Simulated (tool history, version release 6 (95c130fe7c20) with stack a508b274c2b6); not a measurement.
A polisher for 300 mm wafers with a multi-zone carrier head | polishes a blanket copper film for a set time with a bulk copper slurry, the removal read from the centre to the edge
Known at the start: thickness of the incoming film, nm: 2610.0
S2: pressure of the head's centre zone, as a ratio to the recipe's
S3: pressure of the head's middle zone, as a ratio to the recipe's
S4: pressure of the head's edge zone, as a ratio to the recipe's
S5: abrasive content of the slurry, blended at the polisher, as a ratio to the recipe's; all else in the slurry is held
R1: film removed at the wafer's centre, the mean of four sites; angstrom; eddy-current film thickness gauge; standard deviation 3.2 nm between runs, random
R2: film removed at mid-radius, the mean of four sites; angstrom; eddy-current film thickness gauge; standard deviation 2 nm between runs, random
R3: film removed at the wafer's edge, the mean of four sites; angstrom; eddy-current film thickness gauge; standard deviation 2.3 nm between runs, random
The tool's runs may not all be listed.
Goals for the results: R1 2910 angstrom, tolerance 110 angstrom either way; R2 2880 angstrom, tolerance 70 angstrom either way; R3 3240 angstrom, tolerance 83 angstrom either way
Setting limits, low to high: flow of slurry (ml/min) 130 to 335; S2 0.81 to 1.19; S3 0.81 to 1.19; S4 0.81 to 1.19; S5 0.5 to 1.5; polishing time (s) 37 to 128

Run 1, hour 0: flow of slurry (ml/min) 215, S2 1, S3 1, S4 1, S5 1, polishing time (s) 82. Result: R1 6005.2 angstrom, R2 6036 angstrom, R3 6177.4 angstrom.
Run 2, hour 2: flow of slurry (ml/min) 210, S2 0.98, S3 0.98, S4 0.98, S5 0.95, polishing time (s) 77. Result: R1 5513 angstrom, R2 5467.9 angstrom, R3 5669.8 angstrom.
Run 3, hour 7.6: flow of slurry (ml/min) 170, S2 0.98, S3 0.98, S4 0.98, S5 0.95, polishing time (s) 77. Result: R1 5120.2 angstrom, R2 5280.2 angstrom, R3 5428.3 angstrom.
Run 4, hour 12.5: flow of slurry (ml/min) 165, S2 0.97, S3 0.96, S4 0.97, S5 0.9, polishing time (s) 73. Result: R1 4860.6 angstrom, R2 4900.3 angstrom, R3 5044.6 angstrom.
Run 5, hour 16.2: flow of slurry (ml/min) 160, S2 0.95, S3 0.94, S4 0.97, S5 0.85, polishing time (s) 69. Result: R1 4370.7 angstrom, R2 4439.7 angstrom, R3 4725.8 angstrom.
Run 6, hour 20.6: flow of slurry (ml/min) 135, S2 0.95, S3 0.94, S4 0.97, S5 0.85, polishing time (s) 69. Result: R1 4211.6 angstrom, R2 4276.1 angstrom, R3 4609.4 angstrom.
Run 7, hour 24.9: flow of slurry (ml/min) 130, S2 0.88, S3 0.84, S4 0.87, S5 0.6, polishing time (s) 47. Result: R1 2461.8 angstrom, R2 2482.6 angstrom, R3 2822 angstrom.
Run 8, hour 28.7: flow of slurry (ml/min) 145, S2 0.88, S3 0.84, S4 0.88, S5 0.6, polishing time (s) 47. Result: R1 2560.1 angstrom, R2 2551.6 angstrom, R3 2876 angstrom.
Run 9, hour 29.8: flow of slurry (ml/min) 205, S2 0.86, S3 0.85, S4 0.98, S5 0.65, polishing time (s) 47. Result: R1 2675 angstrom, R2 2798.3 angstrom, R3 3204.8 angstrom.
Run 10, hour 38.3: flow of slurry (ml/min) 210, S2 0.87, S3 0.85, S4 0.98, S5 0.65, polishing time (s) 47. Result: R1 2741.1 angstrom, R2 2778.7 angstrom, R3 3186.8 angstrom.
Run 11, hour 40.2: flow of slurry (ml/min) 215, S2 0.87, S3 0.85, S4 0.98, S5 0.65, polishing time (s) 47. Result: R1 2792.1 angstrom, R2 2789.4 angstrom, R3 3234.1 angstrom.
Run 12, hour 45.8: flow of slurry (ml/min) 220, S2 0.87, S3 0.85, S4 0.98, S5 0.65, polishing time (s) 47. Result: R1 2755.9 angstrom, R2 2846.2 angstrom, R3 3221.6 angstrom.
Run 13, hour 48.1: flow of slurry (ml/min) 230, S2 0.89, S3 0.84, S4 0.97, S5 0.65, polishing time (s) 47. Result: R1 2837.9 angstrom, R2 2809.2 angstrom, R3 3265.3 angstrom.
Run 14, hour 56.8: flow of slurry (ml/min) 230, S2 0.89, S3 0.84, S4 0.96, S5 0.65, polishing time (s) 47. Result: R1 2885.3 angstrom, R2 2833.1 angstrom, R3 3179.9 angstrom.

Pick the move, out of 5, that brings all results within their allowed miss; only one does.
Run A, hour 65.5: flow of slurry (ml/min) 285, S2 0.88, S3 0.84, S4 0.93, S5 0.8, polishing time (s) 45. Result: R1 ?, R2 ?, R3 ?.
Run B, hour 65.5: flow of slurry (ml/min) 230, S2 0.97, S3 0.86, S4 0.96, S5 0.65, polishing time (s) 45. Result: R1 ?, R2 ?, R3 ?.
Run C, hour 65.5: flow of slurry (ml/min) 230, S2 0.89, S3 0.84, S4 1.06, S5 0.65, polishing time (s) 46. Result: R1 ?, R2 ?, R3 ?.
Run D, hour 65.5: flow of slurry (ml/min) 215, S2 0.91, S3 0.87, S4 0.81, S5 0.55, polishing time (s) 50. Result: R1 ?, R2 ?, R3 ?.
Run E, hour 65.5: flow of slurry (ml/min) 200, S2 0.9, S3 0.87, S4 1.01, S5 0.65, polishing time (s) 44. Result: R1 ?, R2 ?, R3 ?.

move      R1      R2      R3
   A  2943.1  2843.7  3204.8
   B  3052.6  2731.6  3085.2
   C  2860.6  2739.6    3310
   D  3069.5  2961.9  3072.9
   E  2704.6  2641.8  3043.1
A: every result within its allowed miss
B: its largest miss is bigger than the last run's
C: brings the result that was furthest off to its target, and leaves another outside
D: its largest miss is bigger than the last run's
E: its largest miss is bigger than the last run's
Answer: A
